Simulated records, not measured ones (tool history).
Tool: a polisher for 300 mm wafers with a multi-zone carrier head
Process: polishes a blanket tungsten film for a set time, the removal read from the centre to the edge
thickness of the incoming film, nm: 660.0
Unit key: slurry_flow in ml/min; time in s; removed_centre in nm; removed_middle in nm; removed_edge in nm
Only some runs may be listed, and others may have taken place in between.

Run 1, day 0.000: slurry_flow 235 ml/min, centre_zone 1.00, middle_zone 1.00, edge_zone 1.00, slurry_solids 1.00, time 70 s. Result: removed_centre 233.17 nm, removed_middle 225.68 nm, removed_edge 229.16 nm.
Run 2, day 0.233: slurry_flow 235 ml/min, centre_zone 1.00, middle_zone 1.07, edge_zone 1.00, slurry_solids 1.00, time 70 s. Result: removed_centre 232.30 nm, removed_middle 242.39 nm, removed_edge 226.02 nm.
Run 3, day 0.421: slurry_flow 235 ml/min, centre_zone 1.00, middle_zone 1.10, edge_zone 1.00, slurry_solids 1.00, time 70 s. Result: removed_centre 234.17 nm, removed_middle 245.86 nm, removed_edge 224.68 nm.
Run 4, day 0.512: slurry_flow 230 ml/min, centre_zone 0.98, middle_zone 1.10, edge_zone 0.99, slurry_solids 1.00, time 70 s. Result: removed_centre 225.74 nm, removed_middle 243.74 nm, removed_edge 223.95 nm.
Run 5, day 0.742: slurry_flow 230 ml/min, centre_zone 0.98, middle_zone 1.10, edge_zone 0.99, slurry_solids 1.15, time 70 s. Result: removed_centre 231.78 nm, removed_middle 250.14 nm, removed_edge 225.35 nm.
Run 6, day 0.854: slurry_flow 230 ml/min, centre_zone 0.98, middle_zone 1.10, edge_zone 0.99, slurry_solids 1.00, time 70 s. Result: removed_centre 225.19 nm, removed_middle 244.65 nm, removed_edge 225.66 nm.
Run 7, day 1.088: slurry_flow 230 ml/min, centre_zone 0.97, middle_zone 1.11, edge_zone 0.97, slurry_solids 1.00, time 70 s. Result: removed_centre 224.77 nm, removed_middle 250.45 nm, removed_edge 213.11 nm.
Run 8, day 1.171: slurry_flow 225 ml/min, centre_zone 0.95, middle_zone 1.10, edge_zone 0.97, slurry_solids 1.00, time 70 s. Result: removed_centre 218.57 nm, removed_middle 243.65 nm, removed_edge 220.09 nm.
Run 9, day 1.396: slurry_flow 220 ml/min, centre_zone 0.94, middle_zone 1.10, edge_zone 0.96, slurry_solids 1.00, time 70 s. Result: removed_centre 215.77 nm, removed_middle 243.79 nm, removed_edge 220.53 nm.
Run 10, day 1.604: slurry_flow 215 ml/min, centre_zone 0.93, middle_zone 1.10, edge_zone 0.95, slurry_solids 1.00, time 70 s. Result: removed_centre 214.86 nm, removed_middle 249.64 nm, removed_edge 214.36 nm.
Run 11, day 1.700: slurry_flow 215 ml/min, centre_zone 0.92, middle_zone 1.09, edge_zone 0.95, slurry_solids 0.95, time 70 s. Result: removed_centre 211.21 nm, removed_middle 236.89 nm, removed_edge 217.69 nm.

Forecast run 12:
Run 12, day 1.946: slurry_flow 210 ml/min, centre_zone 0.91, middle_zone 1.09, edge_zone 0.94, slurry_solids 0.95, time 70 s. Result: removed_centre ?, removed_middle ?, removed_edge ?.

removed_centre: 205.40 nm
removed_middle: 241.90 nm
removed_edge: 216.59 nm
